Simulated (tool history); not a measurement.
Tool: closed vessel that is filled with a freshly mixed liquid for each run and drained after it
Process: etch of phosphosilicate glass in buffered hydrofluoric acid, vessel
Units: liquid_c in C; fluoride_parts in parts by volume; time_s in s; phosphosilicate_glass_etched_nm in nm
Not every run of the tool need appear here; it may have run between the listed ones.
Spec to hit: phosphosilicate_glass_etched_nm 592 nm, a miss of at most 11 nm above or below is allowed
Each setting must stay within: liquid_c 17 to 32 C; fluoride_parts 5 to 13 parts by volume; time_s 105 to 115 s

run	hour	liquid_c	fluoride_parts	time_s	phosphosilicate_glass_etched_nm
1	0	24	8	105	389.78
2	9.2	21.5	8	105	341.46
3	18.1	24.5	8	105	399.87
4	21.7	27	8	105	458.44
5	25.5	27	8	115	504.48
6	27.7	27	9	115	442.83
7	31.9	27	9	115	441
8	35.1	28.5	9	115	479.18
9	37.6	29.5	9	115	503.57
# hour 43.6: thermometer replaced
10	43.6	30.5	9	115	494.09
11	45.5	31	8.5	115	540.98
12	54.3	31.5	8.5	115	557.75

Below are 4 possible settings for the next run. Only one of them brings all results inside the allowed miss of their targets. Which is it?
A	63.1	32	7.5	110	?
B	63.1	26.5	5.5	105	?
C	63.1	30.5	8	115	?
D	63.1	29.5	6.5	110	?

move	phosphosilicate_glass_etched_nm
A	624.36
B	591.28
C	563.16
D	629.56
A: takes the biggest miss from the last run beyond its target
B: every result within its allowed miss
C: nearer than the last run, and not there yet
D: takes the biggest miss from the last run beyond its target
Answer: B
